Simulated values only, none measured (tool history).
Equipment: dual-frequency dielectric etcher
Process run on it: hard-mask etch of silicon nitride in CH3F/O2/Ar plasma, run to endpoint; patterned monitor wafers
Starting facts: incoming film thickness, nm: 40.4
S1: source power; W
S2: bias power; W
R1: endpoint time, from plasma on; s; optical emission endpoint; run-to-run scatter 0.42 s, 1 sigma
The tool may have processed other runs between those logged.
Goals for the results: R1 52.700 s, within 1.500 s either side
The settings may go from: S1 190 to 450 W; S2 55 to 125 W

{"run": 1, "hour": 0.0, "S1": 320, "S2": 90, "R1": 64.618}
{"run": 2, "hour": 5.9, "S1": 320, "S2": 78, "R1": 68.497}
{"run": 3, "hour": 13.8, "S1": 320, "S2": 69, "R1": 72.166}
{"run": 4, "hour": 20.4, "S1": 290, "S2": 69, "R1": 75.029}
{"run": 5, "hour": 25.6, "S1": 240, "S2": 69, "R1": 80.08}
{"run": 6, "hour": 33.9, "S1": 290, "S2": 69, "R1": 74.096}
{"run": 7, "hour": 35.8, "S1": 310, "S2": 73, "R1": 71.72}
{"run": 8, "hour": 41.4, "S1": 320, "S2": 77, "R1": 69.051}
{"run": 9, "hour": 49.7, "S1": 330, "S2": 80, "R1": 66.885}
{"run": 10, "hour": 54.2, "S1": 340, "S2": 82, "R1": 65.736}
{"run": 11, "hour": 59.3, "S1": 350, "S2": 84, "R1": 64.993}
{"run": 12, "hour": 61.6, "S1": 360, "S2": 87, "R1": 63.139}
{"run": 13, "hour": 62.4, "S1": 370, "S2": 89, "R1": 61.354}
{"run": 14, "hour": 68.8, "S1": 430, "S2": 104, "R1": 55.598}
{"run": 15, "hour": 74.1, "S1": 430, "S2": 105, "R1": 54.544}
{"run": 16, "hour": 82.7, "S1": 430, "S2": 106, "R1": 54.644}
{"run": 17, "hour": 90.1, "S1": 430, "S2": 107, "R1": 54.3}

Which of these 4 next moves meets every target?
{"run": "A", "hour": 97.5, "S1": 390, "S2": 99, "R1": "?"}
{"run": "B", "hour": 97.5, "S1": 410, "S2": 94, "R1": "?"}
{"run": "C", "hour": 97.5, "S1": 420, "S2": 102, "R1": "?"}
{"run": "D", "hour": 97.5, "S1": 440, "S2": 112, "R1": "?"}

move=A R1=58.274
move=B R1=58.571
move=C R1=56.113
move=D R1=53.080
A: further off than the last run
B: further off than the last run
C: further off than the last run
D: every result lands within tolerance
So the answer is move D, the one that meets all the targets.

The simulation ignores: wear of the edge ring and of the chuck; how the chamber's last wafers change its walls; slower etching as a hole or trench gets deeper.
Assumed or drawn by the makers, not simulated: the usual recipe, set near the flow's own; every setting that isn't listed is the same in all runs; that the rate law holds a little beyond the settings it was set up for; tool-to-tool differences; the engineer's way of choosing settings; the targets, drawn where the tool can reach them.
